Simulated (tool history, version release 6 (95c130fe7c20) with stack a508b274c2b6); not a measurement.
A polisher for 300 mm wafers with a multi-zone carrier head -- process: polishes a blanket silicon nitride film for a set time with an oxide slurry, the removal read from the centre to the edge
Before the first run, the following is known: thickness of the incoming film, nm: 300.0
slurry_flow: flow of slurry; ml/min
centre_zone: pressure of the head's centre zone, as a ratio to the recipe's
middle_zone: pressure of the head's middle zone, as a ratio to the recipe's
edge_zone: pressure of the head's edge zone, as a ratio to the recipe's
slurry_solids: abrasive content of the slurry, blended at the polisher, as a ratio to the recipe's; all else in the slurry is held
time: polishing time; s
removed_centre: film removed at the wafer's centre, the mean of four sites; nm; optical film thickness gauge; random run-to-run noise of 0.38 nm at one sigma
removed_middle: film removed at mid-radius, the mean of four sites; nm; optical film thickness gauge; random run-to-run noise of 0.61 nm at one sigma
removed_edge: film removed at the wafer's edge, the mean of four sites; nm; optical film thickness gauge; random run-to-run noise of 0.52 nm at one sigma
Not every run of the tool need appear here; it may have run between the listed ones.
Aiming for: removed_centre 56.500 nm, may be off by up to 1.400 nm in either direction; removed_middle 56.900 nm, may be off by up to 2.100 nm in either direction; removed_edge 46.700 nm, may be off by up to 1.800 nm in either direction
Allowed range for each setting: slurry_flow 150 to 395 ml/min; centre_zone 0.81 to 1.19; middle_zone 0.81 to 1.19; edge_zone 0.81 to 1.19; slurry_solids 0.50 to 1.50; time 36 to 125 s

| run | hour | slurry_flow | centre_zone | middle_zone | edge_zone | slurry_solids | time | removed_centre | removed_middle | removed_edge |
|---|---|---|---|---|---|---|---|---|---|---|
| 1 | 0.0 | 250 | 1.00 | 1.00 | 1.00 | 1.00 | 80 | 62.445 | 61.037 | 60.524 |
| 2 | 7.9 | 250 | 1.02 | 1.03 | 0.95 | 0.90 | 80 | 60.420 | 60.366 | 55.131 |
| 3 | 15.0 | 240 | 1.02 | 1.03 | 0.91 | 0.85 | 80 | 59.952 | 57.932 | 53.803 |
| 4 | 18.4 | 240 | 1.02 | 1.03 | 0.96 | 0.85 | 80 | 59.907 | 58.000 | 55.100 |
| 5 | 25.0 | 240 | 1.02 | 1.03 | 0.96 | 0.85 | 90 | 66.967 | 65.280 | 62.666 |
| 6 | 25.8 | 260 | 1.03 | 1.05 | 0.93 | 0.75 | 88 | 63.106 | 63.454 | 57.848 |
| 7 | 34.1 | 245 | 1.09 | 1.07 | 0.83 | 0.50 | 85 | 56.052 | 52.864 | 45.115 |
| 8 | 35.4 | 255 | 1.09 | 1.08 | 0.84 | 0.50 | 85 | 56.509 | 54.002 | 45.868 |
| 9 | 36.3 | 260 | 1.09 | 1.09 | 0.84 | 0.50 | 85 | 55.999 | 54.417 | 46.423 |

Of the 5 settings listed for the next run, only one would bring every result within its allowed miss of target. Which one?
| A | 37.2 | 245 | 1.08 | 1.15 | 0.87 | 0.55 | 83 | ? | ? | ? |
| B | 37.2 | 305 | 1.14 | 1.09 | 0.87 | 0.55 | 78 | ? | ? | ? |
| C | 37.2 | 295 | 1.09 | 1.09 | 0.93 | 0.50 | 82 | ? | ? | ? |
| D | 37.2 | 310 | 1.05 | 0.95 | 0.86 | 0.50 | 89 | ? | ? | ? |
| E | 37.2 | 295 | 1.04 | 1.02 | 0.86 | 0.55 | 82 | ? | ? | ? |

| move | removed_centre | removed_middle | removed_edge |
|---|---|---|---|
| A | 55.578 | 56.503 | 45.602 |
| B | 56.697 | 51.992 | 43.719 |
| C | 54.842 | 52.642 | 45.670 |
| D | 57.591 | 51.135 | 48.102 |
| E | 54.108 | 51.506 | 45.645 |
A: hits every target within its allowed miss
B: its largest miss is bigger than the last run's
C: its largest miss is bigger than the last run's
D: its largest miss is bigger than the last run's
E: its largest miss is bigger than the last run's
Answer: A

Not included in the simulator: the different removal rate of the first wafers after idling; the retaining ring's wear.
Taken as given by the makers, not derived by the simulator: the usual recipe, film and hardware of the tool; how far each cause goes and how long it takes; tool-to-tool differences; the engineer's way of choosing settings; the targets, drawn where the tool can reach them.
